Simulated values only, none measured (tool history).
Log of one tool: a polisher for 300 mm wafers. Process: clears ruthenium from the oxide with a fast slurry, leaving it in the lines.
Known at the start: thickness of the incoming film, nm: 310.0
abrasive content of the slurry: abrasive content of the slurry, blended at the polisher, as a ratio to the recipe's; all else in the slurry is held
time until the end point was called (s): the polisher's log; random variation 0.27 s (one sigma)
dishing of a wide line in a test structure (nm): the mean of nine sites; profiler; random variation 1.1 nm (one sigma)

run	hour	flow of slurry (ml/min)	pressure of the wafer on the pad (psi)	speed of the pad under the wafer (m/s)	abrasive content of the slurry	overpolish time after the end point (s)	time until the end point was called (s)	dishing of a wide line in a test structure (nm)
1	0	235	3.3	1.16	1	17	49.126	76.914
2	5.3	235	3.3	1.06	1	17	53.657	70.535
3	7.9	240	3.8	1.06	1	15	49.94	69.771
4	11.7	265	3.8	1.06	1	15	49.22	67.017
5	15.8	220	3.8	1.06	1	15	50.267	67.571
6	20.3	230	4.2	1.12	1	13	44.928	65.368
7	25.1	235	4.5	1.18	1	12	40.885	67.915
8	26.9	240	4.7	1.22	1	11	37.66	67.049
9	28.7	245	4.8	1.24	1	11	37.094	68.239
10	37.7	245	4.9	1.28	1	11	35.067	71.818
11	43.9	265	5.2	1.28	1	9	32.937	63.117
12	46.3	260	5.2	1.3	1	9	33.436	61.78
13	50.2	250	5.2	1.32	1	9	31.951	64.205

The next listed run, before its measurement:
14	56.1	250	5.2	1.32	1	9	?	?

time until the end point was called (s): 32.395
dishing of a wide line in a test structure (nm): 65.117
